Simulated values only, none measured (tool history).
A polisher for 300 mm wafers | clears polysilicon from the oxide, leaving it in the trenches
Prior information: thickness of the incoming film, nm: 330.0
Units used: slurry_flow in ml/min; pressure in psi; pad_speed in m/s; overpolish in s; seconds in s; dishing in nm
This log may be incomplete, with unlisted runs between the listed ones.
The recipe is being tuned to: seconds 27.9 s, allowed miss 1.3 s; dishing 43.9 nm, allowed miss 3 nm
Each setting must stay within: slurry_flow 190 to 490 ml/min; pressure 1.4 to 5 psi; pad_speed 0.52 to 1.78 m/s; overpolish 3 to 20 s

run,hour,slurry_flow,pressure,pad_speed,overpolish,seconds,dishing
1,0,315,3.2,1.14,10,21.088,44.457
2,2.7,315,3.5,1.14,10,19.179,43.484
3,4.9,315,3.5,1.4,10,15.237,45.777
4,6.8,315,3.3,1.4,10,16.53,44.363
5,12.2,315,3.9,1.4,10,13.916,44.916
6,21,315,3.7,1.4,10,15.213,45.884
7,28.8,315,2.8,1.32,6,19.681,39.813
8,32,315,2.7,1.32,7,21.055,41.309
9,38.1,315,2.6,1.32,7,21.475,40.572
10,38.6,315,2.5,1.32,8,22.319,40.726
11,45.5,315,2.5,1.32,9,22.643,41.683
12,51.1,315,2.2,1.3,12,25.097,44.715

Next run, 4 choices. One meets every target within its allowed miss, the rest don't. Which?
A,56.7,250,2.1,1.24,12,?,?
B,56.7,265,2,1.32,7,?,?
C,56.7,350,1.7,1.42,9,?,?
D,56.7,370,1.9,1.32,8,?,?

move,seconds,dishing
A,28.516,42.542
B,27.763,36.559
C,28.547,39.573
D,27.702,38.455
A: meets every target
B: the worst result of the last run now meets its target, but another is out of spec
C: the worst result of the last run now meets its target, but another is out of spec
D: the worst result of the last run now meets its target, but another is out of spec
Correct choice: A, which meets every target
